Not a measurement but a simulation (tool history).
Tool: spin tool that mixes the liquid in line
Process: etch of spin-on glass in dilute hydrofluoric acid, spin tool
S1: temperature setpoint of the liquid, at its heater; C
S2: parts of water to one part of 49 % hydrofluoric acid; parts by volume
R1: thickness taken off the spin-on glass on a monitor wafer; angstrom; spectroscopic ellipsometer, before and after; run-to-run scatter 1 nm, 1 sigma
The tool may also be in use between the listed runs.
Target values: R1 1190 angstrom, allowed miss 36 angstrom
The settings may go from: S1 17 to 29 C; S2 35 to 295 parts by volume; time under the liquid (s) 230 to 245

{"run": 1, "hour": 0.0, "S1": 21, "S2": 165, "time under the liquid (s)": 230, "R1": 552.18}
{"run": 2, "hour": 2.2, "S1": 23.5, "S2": 165, "time under the liquid (s)": 230, "R1": 616.34}
{"run": 3, "hour": 5.2, "S1": 24.5, "S2": 165, "time under the liquid (s)": 230, "R1": 630.29}
{"run": 4, "hour": 11.1, "S1": 25.5, "S2": 150, "time under the liquid (s)": 230, "R1": 735.34}
{"run": 5, "hour": 14.0, "S1": 26, "S2": 140, "time under the liquid (s)": 230, "R1": 800.46}
{"run": 6, "hour": 22.9, "S1": 28.5, "S2": 140, "time under the liquid (s)": 230, "R1": 895.91}
{"hour": 31.7, "done": "hydrofluoric acid flow meter replaced"}
{"run": 7, "hour": 31.7, "S1": 28.5, "S2": 130, "time under the liquid (s)": 230, "R1": 1133.4}
{"run": 8, "hour": 38.2, "S1": 29, "S2": 130, "time under the liquid (s)": 230, "R1": 1128.8}

Which one of the following 5 next-run settings gets every result inside its allowed miss? There is exactly one.
{"run": "A", "hour": 44.7, "S1": 29, "S2": 145, "time under the liquid (s)": 245, "R1": "?"}
{"run": "B", "hour": 44.7, "S1": 28, "S2": 130, "time under the liquid (s)": 230, "R1": "?"}
{"run": "C", "hour": 44.7, "S1": 28, "S2": 115, "time under the liquid (s)": 230, "R1": "?"}
{"run": "D", "hour": 44.7, "S1": 27, "S2": 125, "time under the liquid (s)": 245, "R1": "?"}
{"run": "E", "hour": 44.7, "S1": 28.5, "S2": 135, "time under the liquid (s)": 235, "R1": "?"}

move=A R1=1063
move=B R1=1093.7
move=C R1=1260.8
move=D R1=1174.5
move=E R1=1089.2
A: the biggest miss grows against the last run
B: the biggest miss grows against the last run
C: moves the result that the last run missed by most past its target, out the other side
D: meets every target
E: the biggest miss grows against the last run
Correct choice: D, which meets every target
